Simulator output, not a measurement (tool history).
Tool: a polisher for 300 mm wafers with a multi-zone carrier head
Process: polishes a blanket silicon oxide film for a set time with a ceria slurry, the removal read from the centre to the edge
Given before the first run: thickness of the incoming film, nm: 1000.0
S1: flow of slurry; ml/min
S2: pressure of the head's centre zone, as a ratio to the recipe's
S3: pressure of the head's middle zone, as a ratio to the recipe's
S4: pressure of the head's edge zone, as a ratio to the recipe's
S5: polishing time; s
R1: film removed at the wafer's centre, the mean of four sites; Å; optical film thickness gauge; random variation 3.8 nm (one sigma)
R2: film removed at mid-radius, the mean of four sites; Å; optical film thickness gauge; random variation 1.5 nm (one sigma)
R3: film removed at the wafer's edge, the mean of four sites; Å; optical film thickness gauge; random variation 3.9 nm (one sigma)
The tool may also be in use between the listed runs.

run 1 day=0.000 | S1=170 S2=1.00 S3=1.00 S4=1.00 S5=44 | R1=3087.7 R2=3111.3 R3=3153.4
run 2 day=0.238 | S1=165 S2=1.01 S3=0.98 S4=0.98 S5=44 | R1=3126.0 R2=3030.2 R3=2972.1
run 3 day=0.504 | S1=165 S2=1.01 S3=1.02 S4=0.98 S5=44 | R1=3119.4 R2=3121.4 R3=3010.4
run 4 day=0.733 | S1=160 S2=1.02 S3=0.99 S4=0.98 S5=44 | R1=3194.4 R2=3032.6 R3=3139.0
run 5 day=1.046 | S1=160 S2=1.02 S3=0.99 S4=0.92 S5=44 | R1=3196.7 R2=3043.0 R3=2930.2
run 6 day=1.312 | S1=160 S2=0.96 S3=0.99 S4=0.92 S5=44 | R1=2959.3 R2=3024.7 R3=2962.8
run 7 day=1.342 | S1=155 S2=0.97 S3=0.97 S4=0.91 S5=44 | R1=3022.9 R2=2962.6 R3=2918.7
run 8 day=1.550 | S1=150 S2=0.97 S3=0.95 S4=0.90 S5=44 | R1=2941.6 R2=2935.6 R3=2926.8
run 9 day=1.721 | S1=145 S2=0.99 S3=0.93 S4=0.90 S5=44 | R1=3062.3 R2=2867.7 R3=2917.3

Run 10 has not been measured yet. What should we expect?
run 10 day=1.838 | S1=140 S2=0.99 S3=0.91 S4=0.89 S5=44 | R1=? R2=? R3=?

{"run 10": {"R1": 2980.2, "R2": 2799.3, "R3": 2933.5}}

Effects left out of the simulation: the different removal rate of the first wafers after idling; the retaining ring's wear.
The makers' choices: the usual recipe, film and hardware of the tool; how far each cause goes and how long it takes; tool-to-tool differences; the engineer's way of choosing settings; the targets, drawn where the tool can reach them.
